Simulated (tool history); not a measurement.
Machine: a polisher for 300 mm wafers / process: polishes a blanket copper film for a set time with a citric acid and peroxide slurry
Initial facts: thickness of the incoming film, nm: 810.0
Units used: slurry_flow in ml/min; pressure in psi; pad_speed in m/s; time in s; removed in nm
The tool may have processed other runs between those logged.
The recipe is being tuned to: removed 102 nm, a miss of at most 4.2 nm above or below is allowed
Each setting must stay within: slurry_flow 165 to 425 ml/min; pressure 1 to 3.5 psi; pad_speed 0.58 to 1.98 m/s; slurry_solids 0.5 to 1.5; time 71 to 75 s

run 1 day=0 | slurry_flow=275 pressure=2.2 pad_speed=1.28 slurry_solids=1 time=71 | removed=163.69
run 2 day=0.154 | slurry_flow=275 pressure=2.2 pad_speed=1.28 slurry_solids=0.9 time=71 | removed=158.72
run 3 day=0.188 | slurry_flow=330 pressure=2.2 pad_speed=1.28 slurry_solids=0.9 time=71 | removed=161.26
run 4 day=0.254 | slurry_flow=330 pressure=2.2 pad_speed=1.58 slurry_solids=0.9 time=71 | removed=198.8
run 5 day=0.596 | slurry_flow=330 pressure=2.6 pad_speed=1.58 slurry_solids=0.9 time=71 | removed=229.09
run 6 day=0.808 | slurry_flow=300 pressure=2.6 pad_speed=1.58 slurry_solids=0.9 time=71 | removed=227.68
run 7 day=1.05 | slurry_flow=300 pressure=2.2 pad_speed=1.5 slurry_solids=0.9 time=71 | removed=189.07
run 8 day=1.292 | slurry_flow=300 pressure=1.9 pad_speed=1.42 slurry_solids=0.9 time=71 | removed=154.16
run 9 day=1.504 | slurry_flow=300 pressure=1.7 pad_speed=1.4 slurry_solids=0.9 time=71 | removed=135.77
run 10 day=1.738 | slurry_flow=300 pressure=1.6 pad_speed=1.4 slurry_solids=0.9 time=71 | removed=124.38
run 11 day=1.888 | slurry_flow=300 pressure=1.5 pad_speed=1.4 slurry_solids=0.9 time=71 | removed=121.52
run 12 day=2.188 | slurry_flow=300 pressure=1.4 pad_speed=1.4 slurry_solids=0.9 time=71 | removed=109.45

Pick the move, out of 4, that brings all results within their allowed miss; only one does.
run A day=2.488 | slurry_flow=345 pressure=1 pad_speed=1.86 slurry_solids=0.75 time=71 | removed=?
run B day=2.488 | slurry_flow=275 pressure=1.4 pad_speed=1.42 slurry_solids=0.8 time=74 | removed=?
run C day=2.488 | slurry_flow=375 pressure=1.3 pad_speed=1.48 slurry_solids=0.9 time=72 | removed=?
run D day=2.488 | slurry_flow=190 pressure=1.9 pad_speed=1.12 slurry_solids=0.85 time=73 | removed=?

move=A removed=101.42
move=B removed=112.4
move=C removed=113.04
move=D removed=114.74
A: all results land within tolerance of their targets
B: lands further from the targets than the last run did
C: lands further from the targets than the last run did
D: lands further from the targets than the last run did
The move that meets every target is A.
